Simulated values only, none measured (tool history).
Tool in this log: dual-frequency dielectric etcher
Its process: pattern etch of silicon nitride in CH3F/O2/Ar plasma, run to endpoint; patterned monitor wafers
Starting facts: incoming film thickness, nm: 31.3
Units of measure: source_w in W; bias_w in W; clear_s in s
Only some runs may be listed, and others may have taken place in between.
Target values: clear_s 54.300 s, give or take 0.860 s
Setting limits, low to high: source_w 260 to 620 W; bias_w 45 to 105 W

run 1 hour=0.0 | source_w=440 bias_w=75 | clear_s=49.298
run 2 hour=2.7 | source_w=420 bias_w=75 | clear_s=50.219
run 3 hour=11.7 | source_w=410 bias_w=75 | clear_s=50.542
run 4 hour=20.5 | source_w=400 bias_w=75 | clear_s=50.603
run 5 hour=23.1 | source_w=390 bias_w=75 | clear_s=50.823
run 6 hour=26.0 | source_w=380 bias_w=74 | clear_s=51.950
run 7 hour=29.7 | source_w=370 bias_w=74 | clear_s=52.351
run 8 hour=32.3 | source_w=360 bias_w=74 | clear_s=53.079
run 9 hour=40.4 | source_w=350 bias_w=74 | clear_s=53.385

Next run, 5 choices. One meets every target within its allowed miss, the rest don't. Which?
run A hour=48.5 | source_w=420 bias_w=67 | clear_s=?
run B hour=48.5 | source_w=350 bias_w=79 | clear_s=?
run C hour=48.5 | source_w=310 bias_w=78 | clear_s=?
run D hour=48.5 | source_w=370 bias_w=74 | clear_s=?
run E hour=48.5 | source_w=320 bias_w=85 | clear_s=?

move=A clear_s=52.421
move=B clear_s=52.045
move=C clear_s=54.483
move=D clear_s=52.515
move=E clear_s=51.968
A: moves away from the targets compared with the last run
B: moves away from the targets compared with the last run
C: in spec on every target
D: moves away from the targets compared with the last run
E: moves away from the targets compared with the last run
Go with C: it meets all targets.

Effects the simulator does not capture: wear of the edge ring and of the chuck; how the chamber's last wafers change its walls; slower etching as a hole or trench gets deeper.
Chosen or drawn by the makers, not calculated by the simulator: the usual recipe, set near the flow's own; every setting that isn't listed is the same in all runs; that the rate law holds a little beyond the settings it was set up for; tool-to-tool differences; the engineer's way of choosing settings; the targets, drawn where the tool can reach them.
